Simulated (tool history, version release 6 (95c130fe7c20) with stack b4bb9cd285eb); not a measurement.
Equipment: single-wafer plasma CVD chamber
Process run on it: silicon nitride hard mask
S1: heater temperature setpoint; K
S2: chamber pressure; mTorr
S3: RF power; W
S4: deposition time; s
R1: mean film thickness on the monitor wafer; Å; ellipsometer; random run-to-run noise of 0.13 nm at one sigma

run  hour      S1    S2   S3    S4      R1
  1   0.0  668.15  1640  300  58.0  642.13
  2   2.9  668.15  1640  300  59.8  662.76
  3   4.1  668.15  1640  300  58.0  642.90
  4   7.7  668.15  1640  320  58.0  671.90
  5  14.9  668.15  1500  310  58.0  639.57
  6  15.6  678.15  1500  310  58.0  639.23
  7  17.9  678.15  1390  305  58.0  620.78
  8  24.6  678.15  1310  300  58.0  600.51
  9  26.3  678.15  1240  295  58.0  583.87
 10  33.6  678.15  1190  295  58.0  575.49
 11  40.8  678.15  1150  295  58.0  568.92

Forecast run 12:
 12  48.6  678.15  980  290  58.0   ?

Run 12 yielded R1 534.40 Å.
